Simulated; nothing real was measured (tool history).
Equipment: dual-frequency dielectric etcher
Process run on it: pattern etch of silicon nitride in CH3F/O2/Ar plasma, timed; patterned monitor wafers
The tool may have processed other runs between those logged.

run,hour,source power (W),bias power (W),etch time (s),mean etch depth across the wafer (nm)
1,0,420,90,64,55.509
2,2.8,370,90,64,53.604
3,6.5,310,90,64,50.332
4,11.7,360,93,64,53.698
5,13.2,390,95,64,55.877
# hour 14.5: source power generator calibrated
6,14.5,410,96,64,55.78
7,16.8,430,99,64,58.067

Run 8, settings as shown, results not yet in. Your forecast:
8,21.9,440,100,64,?

Run 8 measured mean etch depth across the wafer (nm) 59.23.
